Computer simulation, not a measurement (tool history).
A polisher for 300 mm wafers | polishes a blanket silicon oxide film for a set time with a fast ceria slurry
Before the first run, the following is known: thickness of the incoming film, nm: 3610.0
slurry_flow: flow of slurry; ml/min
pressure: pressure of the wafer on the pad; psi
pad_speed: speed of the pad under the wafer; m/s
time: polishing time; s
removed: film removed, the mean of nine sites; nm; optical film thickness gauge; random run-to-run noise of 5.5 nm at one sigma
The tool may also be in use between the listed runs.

{"run": 1, "hour": 0.0, "slurry_flow": 155, "pressure": 2.5, "pad_speed": 1.06, "time": 67, "removed": 1155.0}
{"run": 2, "hour": 6.0, "slurry_flow": 150, "pressure": 2.1, "pad_speed": 1.04, "time": 67, "removed": 951.72}
{"run": 3, "hour": 9.8, "slurry_flow": 150, "pressure": 2.1, "pad_speed": 1.04, "time": 71, "removed": 1016.5}
{"run": 4, "hour": 17.2, "slurry_flow": 150, "pressure": 2.4, "pad_speed": 1.04, "time": 71, "removed": 1128.9}
{"run": 5, "hour": 21.7, "slurry_flow": 140, "pressure": 2.0, "pad_speed": 1.02, "time": 71, "removed": 933.6}
{"run": 6, "hour": 23.7, "slurry_flow": 140, "pressure": 2.0, "pad_speed": 1.12, "time": 71, "removed": 1026.1}
{"run": 7, "hour": 32.5, "slurry_flow": 125, "pressure": 1.3, "pad_speed": 0.92, "time": 71, "removed": 548.05}
{"run": 8, "hour": 37.4, "slurry_flow": 125, "pressure": 1.3, "pad_speed": 0.92, "time": 71, "removed": 560.93}
{"run": 9, "hour": 42.9, "slurry_flow": 130, "pressure": 1.3, "pad_speed": 0.92, "time": 71, "removed": 561.68}
{"run": 10, "hour": 47.0, "slurry_flow": 145, "pressure": 1.5, "pad_speed": 0.92, "time": 71, "removed": 638.56}
{"run": 11, "hour": 54.0, "slurry_flow": 140, "pressure": 1.5, "pad_speed": 0.92, "time": 71, "removed": 650.55}
{"run": 12, "hour": 55.1, "slurry_flow": 135, "pressure": 1.5, "pad_speed": 0.92, "time": 71, "removed": 630.5}

Estimate the outcome of run 13 from the log above:
{"run": 13, "hour": 56.3, "slurry_flow": 130, "pressure": 1.5, "pad_speed": 0.92, "time": 71, "removed": "?"}

removed: 640.53 nm
